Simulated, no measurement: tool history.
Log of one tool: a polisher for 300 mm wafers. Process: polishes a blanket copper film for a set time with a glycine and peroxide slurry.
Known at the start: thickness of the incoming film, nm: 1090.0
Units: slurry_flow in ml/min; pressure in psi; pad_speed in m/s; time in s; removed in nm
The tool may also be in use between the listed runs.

run  hour  slurry_flow  pressure  pad_speed  time  removed
  1     0          280       3.4        0.8    26   151.84
  2   7.8          275       3.3        0.8    26   148.42
  3  16.7          225       3.3        0.8    26   143.26
  4  20.3          220       3.2        0.8    26    141.2
  5  21.5          215       3.1        0.8    26    135.6
  6  24.8          210       3.1        0.8    26    136.2
  7  32.4          205       3.1        0.8    26   134.51
  8  39.4          200       3.1        0.8    26   135.37

Run 9 comes next. What will it give?
  9  42.5          195       3.1        0.8    26        ?

Run 9 gave removed 135.26 nm.

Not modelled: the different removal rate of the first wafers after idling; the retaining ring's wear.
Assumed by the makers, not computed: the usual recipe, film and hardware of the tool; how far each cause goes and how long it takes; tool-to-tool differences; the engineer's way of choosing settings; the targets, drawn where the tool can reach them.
